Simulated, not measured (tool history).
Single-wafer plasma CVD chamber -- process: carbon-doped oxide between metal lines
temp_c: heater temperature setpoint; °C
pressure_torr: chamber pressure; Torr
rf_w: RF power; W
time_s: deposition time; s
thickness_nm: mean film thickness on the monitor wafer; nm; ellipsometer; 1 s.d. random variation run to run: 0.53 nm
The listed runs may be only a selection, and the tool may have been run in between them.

run,hour,temp_c,pressure_torr,rf_w,time_s,thickness_nm
1,0,365,4,385,33.2,136.51
2,8.3,365,4,430,33.2,147.52
3,13.8,366,3.89,405,33.2,140.29
4,21.6,366,3.89,405,34.3,145.86
5,28.3,366,3.4,405,34.3,144.16
6,35.6,366,3.4,460,34.3,155.96
7,42.4,373,3.02,400,33.2,133.72
8,45.5,374,2.96,385,33.2,130.1

Run 9 comes next. What will it give?
9,50,375,2.92,375,33.2,?

{"run 9": {"thickness_nm": 127.21}}
